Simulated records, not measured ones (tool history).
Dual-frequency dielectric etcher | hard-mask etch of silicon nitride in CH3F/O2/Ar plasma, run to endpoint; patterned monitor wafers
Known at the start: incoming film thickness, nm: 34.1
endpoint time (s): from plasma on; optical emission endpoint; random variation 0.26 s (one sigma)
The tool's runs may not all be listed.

| run | hour | source power (W) | bias power (W) | endpoint time (s) |
|---|---|---|---|---|
| 1 | 0 | 290 | 90 | 49.381 |
| 2 | 4.6 | 250 | 90 | 54.09 |
| 3 | 6.5 | 250 | 104 | 50.561 |
| 4 | 10.9 | 250 | 111 | 49.293 |
| 5 | 18 | 250 | 125 | 47.349 |
| 6 | 19.8 | 230 | 120 | 50.712 |
| 7 | 21 | 180 | 117 | 64.637 |
| 8 | 23.1 | 190 | 117 | 60.133 |
| 9 | 31.5 | 200 | 117 | 57.674 |

Run 10 comes next. What will it give?
| 10 | 33.7 | 210 | 117 | ? |

{"run 10": {"endpoint time (s)": 54.928}}
